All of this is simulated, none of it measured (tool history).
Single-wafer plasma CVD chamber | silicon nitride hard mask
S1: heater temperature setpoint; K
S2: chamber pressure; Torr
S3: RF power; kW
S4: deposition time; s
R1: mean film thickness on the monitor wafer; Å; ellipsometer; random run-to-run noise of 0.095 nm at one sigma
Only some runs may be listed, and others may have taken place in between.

| run | hour | S1 | S2 | S3 | S4 | R1 |
|---|---|---|---|---|---|---|
| 1 | 0.0 | 678.15 | 1.15 | 0.360 | 47.2 | 497.73 |
| 2 | 6.8 | 678.15 | 1.15 | 0.360 | 44.7 | 468.28 |
| 3 | 9.3 | 678.15 | 1.07 | 0.355 | 44.7 | 456.46 |
| 4 | 10.6 | 678.15 | 1.07 | 0.405 | 44.7 | 499.61 |
| 5 | 13.6 | 678.15 | 1.07 | 0.355 | 44.7 | 455.39 |
| 6 | 15.8 | 686.15 | 1.07 | 0.355 | 44.7 | 454.80 |

Estimate the outcome of run 7 from the log above:
| 7 | 23.6 | 686.15 | 1.07 | 0.355 | 44.7 | ? |

Logged for run 7: R1 454.24 Å.

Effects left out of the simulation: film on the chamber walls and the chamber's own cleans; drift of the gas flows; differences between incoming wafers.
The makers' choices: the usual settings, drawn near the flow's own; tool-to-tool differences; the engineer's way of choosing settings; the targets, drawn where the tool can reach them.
